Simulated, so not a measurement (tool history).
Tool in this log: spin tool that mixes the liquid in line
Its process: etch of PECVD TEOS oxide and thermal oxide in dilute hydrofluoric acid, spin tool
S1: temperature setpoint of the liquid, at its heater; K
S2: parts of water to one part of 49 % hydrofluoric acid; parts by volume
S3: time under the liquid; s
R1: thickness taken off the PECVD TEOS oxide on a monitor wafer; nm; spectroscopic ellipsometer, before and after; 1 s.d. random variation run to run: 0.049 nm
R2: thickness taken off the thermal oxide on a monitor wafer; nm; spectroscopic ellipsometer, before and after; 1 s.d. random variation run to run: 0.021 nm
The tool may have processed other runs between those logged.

run,hour,S1,S2,S3,R1,R2
1,0.0,297.15,45,30,18.319,3.1233
2,4.9,297.15,35,30,23.583,4.0936
3,7.5,297.15,45,30,18.111,3.1566
4,10.1,296.15,45,30,17.329,3.0179
# hour 18.8: hydrofluoric acid flow meter replaced
5,18.8,296.15,45,20,12.443,2.1996
6,24.6,296.15,45,25,15.599,2.6879
7,28.2,295.65,45,25,15.272,2.6435
8,33.8,294.65,55,25,11.796,2.0253

Run 9 has not been measured yet. What should we expect?
9,37.6,294.15,55,25,?,?

Run 9 gave R1 11.498 nm, R2 2.0100 nm.
